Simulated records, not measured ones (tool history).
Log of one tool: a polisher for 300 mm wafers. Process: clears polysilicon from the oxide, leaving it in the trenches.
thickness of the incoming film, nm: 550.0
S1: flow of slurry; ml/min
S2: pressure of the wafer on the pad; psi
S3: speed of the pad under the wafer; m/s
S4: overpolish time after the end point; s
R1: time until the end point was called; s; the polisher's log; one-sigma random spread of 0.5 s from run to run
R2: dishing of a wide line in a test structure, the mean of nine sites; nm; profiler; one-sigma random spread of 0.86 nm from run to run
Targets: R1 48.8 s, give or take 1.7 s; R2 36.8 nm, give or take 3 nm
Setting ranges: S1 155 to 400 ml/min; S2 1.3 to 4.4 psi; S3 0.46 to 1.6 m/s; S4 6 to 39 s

Run 1, hour 0: S1 255 ml/min, S2 2.8 psi, S3 1.02 m/s, S4 20 s. Result: R1 38.636 s, R2 47.615 nm.
Run 2, hour 6.1: S1 255 ml/min, S2 2.8 psi, S3 1.24 m/s, S4 20 s. Result: R1 31.991 s, R2 47.327 nm.
Run 3, hour 13.9: S1 225 ml/min, S2 2.8 psi, S3 1.24 m/s, S4 20 s. Result: R1 32.066 s, R2 46.855 nm.
Run 4, hour 22.2: S1 215 ml/min, S2 2.6 psi, S3 1.24 m/s, S4 18 s. Result: R1 34.41 s, R2 46.316 nm.
Run 5, hour 26.3: S1 240 ml/min, S2 2.6 psi, S3 1.24 m/s, S4 18 s. Result: R1 34.039 s, R2 47.006 nm.
Run 6, hour 30.7: S1 225 ml/min, S2 2.4 psi, S3 1.24 m/s, S4 16 s. Result: R1 37.2 s, R2 46.662 nm.
Run 7, hour 37.2: S1 215 ml/min, S2 2.3 psi, S3 1.24 m/s, S4 14 s. Result: R1 39.417 s, R2 45.264 nm.
Run 8, hour 39.3: S1 205 ml/min, S2 2.2 psi, S3 1.24 m/s, S4 13 s. Result: R1 42.114 s, R2 46.299 nm.
Run 9, hour 48.3: S1 195 ml/min, S2 2.1 psi, S3 1.24 m/s, S4 12 s. Result: R1 43.224 s, R2 44.28 nm.
Run 10, hour 57: S1 155 ml/min, S2 1.3 psi, S3 1.38 m/s, S4 6 s. Result: R1 63.73 s, R2 30.973 nm.
Run 11, hour 65.3: S1 170 ml/min, S2 1.3 psi, S3 1.38 m/s, S4 6 s. Result: R1 62.85 s, R2 33.187 nm.
Run 12, hour 73.5: S1 175 ml/min, S2 1.3 psi, S3 1.4 m/s, S4 6 s. Result: R1 61.266 s, R2 32.597 nm.

Below are 5 possible settings for the next run. Only one of them brings all results inside the allowed miss of their targets. Which is it?
Run A, hour 81.7: S1 180 ml/min, S2 1.6 psi, S3 1.42 m/s, S4 6 s. Result: R1 ?, R2 ?.
Run B, hour 81.7: S1 170 ml/min, S2 1.4 psi, S3 1.12 m/s, S4 7 s. Result: R1 ?, R2 ?.
Run C, hour 81.7: S1 185 ml/min, S2 1.7 psi, S3 1.46 m/s, S4 6 s. Result: R1 ?, R2 ?.
Run D, hour 81.7: S1 195 ml/min, S2 1.5 psi, S3 1.38 m/s, S4 7 s. Result: R1 ?, R2 ?.
Run E, hour 81.7: S1 165 ml/min, S2 1.6 psi, S3 1.36 m/s, S4 6 s. Result: R1 ?, R2 ?.

move      R1      R2
   A  49.618  36.823
   B  71.464   33.39
   C  45.435   38.16
   D  53.729  37.959
   E  52.324  35.985
A: each result inside its tolerance
B: its largest miss is bigger than the last run's
C: moves the result that the last run missed by most past its target, out the other side
D: nearer than the last run, and not there yet
E: nearer than the last run, and not there yet
The right move is A.
